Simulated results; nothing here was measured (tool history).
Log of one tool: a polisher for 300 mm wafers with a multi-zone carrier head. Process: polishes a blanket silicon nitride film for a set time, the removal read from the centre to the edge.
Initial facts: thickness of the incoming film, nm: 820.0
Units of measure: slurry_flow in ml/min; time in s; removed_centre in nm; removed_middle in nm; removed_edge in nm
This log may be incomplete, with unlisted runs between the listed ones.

run	day	slurry_flow	centre_zone	middle_zone	edge_zone	time	removed_centre	removed_middle	removed_edge
1	0.000	235	1.00	1.00	1.00	46	110.92	114.34	113.22
2	0.171	235	1.00	0.95	1.00	46	112.14	110.11	113.40
3	0.496	240	1.03	0.94	1.04	50	126.46	117.91	126.14
4	0.800	240	1.03	1.01	1.04	50	124.46	125.51	123.98
5	0.879	240	1.03	1.01	1.04	57	142.44	141.37	143.15
6	1.112	245	1.05	0.99	1.07	58	150.84	141.67	147.43

Run 7 has not been measured yet. What should we expect?
7	1.458	250	1.05	0.98	1.09	59	?	?	?

{"run 7": {"removed_centre": 151.61, "removed_middle": 147.1, "removed_edge": 152.53}}

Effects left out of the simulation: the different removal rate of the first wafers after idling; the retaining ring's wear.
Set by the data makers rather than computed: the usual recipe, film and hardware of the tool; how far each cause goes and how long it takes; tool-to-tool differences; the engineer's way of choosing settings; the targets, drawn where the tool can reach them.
